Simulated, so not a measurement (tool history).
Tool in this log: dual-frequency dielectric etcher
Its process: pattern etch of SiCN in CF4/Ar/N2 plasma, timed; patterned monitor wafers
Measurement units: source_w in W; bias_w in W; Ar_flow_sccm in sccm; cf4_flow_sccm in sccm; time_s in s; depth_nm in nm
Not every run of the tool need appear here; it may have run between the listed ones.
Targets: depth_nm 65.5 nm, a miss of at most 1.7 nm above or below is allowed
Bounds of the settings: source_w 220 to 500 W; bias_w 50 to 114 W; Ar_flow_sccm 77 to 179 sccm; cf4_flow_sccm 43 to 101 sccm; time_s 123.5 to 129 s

run,hour,source_w,bias_w,Ar_flow_sccm,cf4_flow_sccm,time_s,depth_nm
1,0,360,82,128,72,123.5,83.12
2,2.7,330,81,128,72,123.5,76.206
3,9.3,320,81,128,72,123.5,73.879
4,11.4,350,81,128,72,123.5,81.109
5,14.7,350,81,128,72,123.5,81.257
6,21.4,330,80,128,72,123.5,76.656
7,26.9,310,79,128,72,123.5,70.281
8,34.8,300,79,128,72,123.5,69.051

Which of these 5 next moves meets every target?
A,42.7,300,75,134,66,129,?
B,42.7,270,89,148,68,123.5,?
C,42.7,300,82,133,65,128.5,?
D,42.7,280,79,129,68,127.5,?
E,42.7,280,67,111,61,123.5,?

move,depth_nm
A,69.083
B,60.652
C,70.302
D,64.794
E,61.263
A: neither nearer nor further off than the last run
B: takes the biggest miss from the last run beyond its target
C: the biggest miss grows against the last run
D: every result within its allowed miss
E: takes the biggest miss from the last run beyond its target
Move D is the one to make.

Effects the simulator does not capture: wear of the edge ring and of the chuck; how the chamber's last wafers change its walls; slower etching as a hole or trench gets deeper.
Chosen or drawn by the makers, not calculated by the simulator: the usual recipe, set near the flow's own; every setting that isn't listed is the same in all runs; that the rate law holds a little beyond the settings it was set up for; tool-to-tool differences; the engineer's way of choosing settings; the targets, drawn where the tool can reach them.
